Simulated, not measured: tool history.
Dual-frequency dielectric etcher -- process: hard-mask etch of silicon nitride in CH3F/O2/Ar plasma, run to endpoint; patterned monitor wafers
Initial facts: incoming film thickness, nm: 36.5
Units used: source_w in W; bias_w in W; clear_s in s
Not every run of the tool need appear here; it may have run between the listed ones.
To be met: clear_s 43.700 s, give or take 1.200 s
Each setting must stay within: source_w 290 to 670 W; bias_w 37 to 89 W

run,hour,source_w,bias_w,clear_s
1,0.0,480,63,48.991
2,8.9,480,56,50.720
3,17.3,520,58,48.936
4,24.1,580,58,47.388
5,30.9,580,50,48.270
6,35.9,600,53,47.510
7,43.0,620,56,45.635
8,44.9,630,57,45.105

Below are 4 possible settings for the next run. Only one of them brings all results inside the allowed miss of their targets. Which is it?
A,46.8,670,48,?
B,46.8,610,57,?
C,46.8,610,51,?
D,46.8,640,61,?

move,clear_s
A,45.905
B,45.489
C,46.943
D,43.732
A: further off than the last run
B: further off than the last run
C: further off than the last run
D: every result lands within tolerance
Answer: D
